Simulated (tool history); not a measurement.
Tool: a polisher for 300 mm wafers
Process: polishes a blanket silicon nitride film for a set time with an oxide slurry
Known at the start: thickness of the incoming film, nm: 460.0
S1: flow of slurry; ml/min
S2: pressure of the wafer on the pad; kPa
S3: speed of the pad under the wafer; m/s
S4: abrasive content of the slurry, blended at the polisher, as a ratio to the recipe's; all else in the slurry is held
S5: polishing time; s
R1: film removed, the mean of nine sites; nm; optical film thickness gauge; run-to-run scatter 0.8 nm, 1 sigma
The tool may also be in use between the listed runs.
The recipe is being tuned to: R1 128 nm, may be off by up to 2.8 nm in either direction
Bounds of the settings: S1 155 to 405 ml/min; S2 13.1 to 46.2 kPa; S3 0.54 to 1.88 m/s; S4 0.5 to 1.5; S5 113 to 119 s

| run | day | S1 | S2 | S3 | S4 | S5 | R1 |
|---|---|---|---|---|---|---|---|
| 1 | 0 | 260 | 29.6 | 1.2 | 1 | 113 | 99.525 |
| 2 | 0.238 | 260 | 29.6 | 0.96 | 1 | 113 | 83.276 |
| 3 | 0.296 | 265 | 31.7 | 0.96 | 1 | 113 | 88.202 |
| 4 | 0.442 | 265 | 31.7 | 0.96 | 1.15 | 113 | 94.171 |
| 5 | 0.475 | 310 | 31.7 | 0.96 | 1.15 | 113 | 95.118 |
| 6 | 0.725 | 310 | 31.7 | 0.96 | 1.15 | 119 | 98.597 |
| 7 | 0.754 | 310 | 33.1 | 0.96 | 1.15 | 119 | 104.34 |
| 8 | 1.021 | 310 | 33.8 | 0.96 | 1.15 | 119 | 106.56 |
| 9 | 1.212 | 310 | 34.5 | 0.96 | 1.15 | 119 | 108.75 |
| 10 | 1.371 | 310 | 35.2 | 0.96 | 1.15 | 119 | 111.6 |
|  | 1.721 | slurry blender recalibrated |
| 11 | 1.721 | 330 | 39.3 | 0.96 | 1.15 | 119 | 140.27 |
| 12 | 1.808 | 325 | 37.9 | 0.96 | 1.15 | 119 | 135.31 |
| 13 | 1.938 | 320 | 37.9 | 0.96 | 1.15 | 119 | 134.37 |

Pick the move, out of 4, that brings all results within their allowed miss; only one does.
| A | 2.067 | 325 | 37.9 | 1.02 | 1.25 | 115 | ? |
| B | 2.067 | 330 | 43.4 | 0.94 | 1 | 114 | ? |
| C | 2.067 | 380 | 30.3 | 1.4 | 1.1 | 115 | ? |
| D | 2.067 | 355 | 38.6 | 0.96 | 1.05 | 113 | ? |

| move | R1 |
|---|---|
| A | 142.07 |
| B | 140.02 |
| C | 142.97 |
| D | 128.67 |
A: lands further from the targets than the last run did
B: lands further from the targets than the last run did
C: lands further from the targets than the last run did
D: all results land within tolerance of their targets
Move D is the one to make.
